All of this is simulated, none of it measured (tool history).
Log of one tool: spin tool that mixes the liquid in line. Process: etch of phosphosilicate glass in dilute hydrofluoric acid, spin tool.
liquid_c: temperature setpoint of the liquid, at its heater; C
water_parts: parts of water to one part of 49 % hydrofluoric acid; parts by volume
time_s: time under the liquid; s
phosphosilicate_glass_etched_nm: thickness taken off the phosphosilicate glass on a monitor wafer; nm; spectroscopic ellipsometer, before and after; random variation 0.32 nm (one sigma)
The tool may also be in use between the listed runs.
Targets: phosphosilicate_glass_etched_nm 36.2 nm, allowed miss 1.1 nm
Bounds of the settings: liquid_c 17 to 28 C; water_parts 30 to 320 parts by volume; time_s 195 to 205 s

| run | day | liquid_c | water_parts | time_s | phosphosilicate_glass_etched_nm |
|---|---|---|---|---|---|
| 1 | 0 | 20 | 175 | 195 | 39.575 |
| 2 | 0.158 | 19.5 | 175 | 195 | 38.855 |
| 3 | 0.521 | 19.5 | 135 | 195 | 52.348 |
| 4 | 0.858 | 19 | 145 | 195 | 48.5 |
| 5 | 0.917 | 22.5 | 145 | 195 | 54.628 |
| 6 | 1.258 | 21 | 155 | 195 | 48.51 |
| 7 | 1.388 | 20 | 160 | 195 | 44.776 |
| 8 | 1.646 | 19 | 165 | 195 | 40.869 |

4 next moves are on the table. One of them brings every result within its allowed miss. Which?
| A | 1.904 | 17.5 | 155 | 205 | ? |
| B | 1.904 | 19 | 170 | 200 | ? |
| C | 1.904 | 18.5 | 190 | 205 | ? |
| D | 1.904 | 18 | 160 | 205 | ? |

| move | phosphosilicate_glass_etched_nm |
|---|---|
| A | 43.869 |
| B | 40.755 |
| C | 35.88 |
| D | 43.126 |
A: further off than the last run
B: as far off as the last run
C: meets every target
D: further off than the last run
The right move is C.
